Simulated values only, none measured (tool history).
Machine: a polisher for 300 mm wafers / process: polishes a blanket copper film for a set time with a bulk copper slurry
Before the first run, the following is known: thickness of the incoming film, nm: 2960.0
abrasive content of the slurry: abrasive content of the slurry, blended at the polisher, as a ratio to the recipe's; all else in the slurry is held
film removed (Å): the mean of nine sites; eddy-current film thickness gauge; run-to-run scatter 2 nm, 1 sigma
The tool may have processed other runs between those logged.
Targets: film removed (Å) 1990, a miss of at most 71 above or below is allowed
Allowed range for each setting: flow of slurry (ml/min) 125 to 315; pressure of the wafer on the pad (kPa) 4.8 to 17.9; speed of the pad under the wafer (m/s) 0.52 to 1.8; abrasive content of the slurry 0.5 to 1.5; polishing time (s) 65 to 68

run	hour	flow of slurry (ml/min)	pressure of the wafer on the pad (kPa)	speed of the pad under the wafer (m/s)	abrasive content of the slurry	polishing time (s)	film removed (Å)
1	0	205	11	1.16	1	65	4159.7
2	4.9	205	11	1.26	1	65	4706.9
3	10.6	205	9.7	1.2	1	65	3824.1
4	18.4	205	8.3	1.16	1	65	3263.9
5	24.8	205	8.3	0.94	1	65	2681.8
6	27.8	205	8.3	0.94	1.15	65	2728.9
7	36.4	205	7.6	0.94	1.15	65	2523
8	42.6	205	6.9	0.94	1.15	65	2243.7

Which one of the following 5 next-run settings gets every result inside its allowed miss? There is exactly one.
A	48.8	215	6.2	0.88	1.3	65	?
B	48.8	150	6.9	1.1	1.3	65	?
C	48.8	245	6.2	0.96	1.1	68	?
D	48.8	220	5.5	0.9	1.25	65	?
E	48.8	200	8.3	0.58	1.4	67	?

move	film removed (Å)
A	2012.7
B	2599.9
C	2247.4
D	1830.4
E	1846.2
A: each result inside its tolerance
B: lands further from the targets than the last run did
C: no better and no worse than the last run
D: carries the result that was furthest off beyond its target, to the other side
E: carries the result that was furthest off beyond its target, to the other side
The move that meets every target is A.
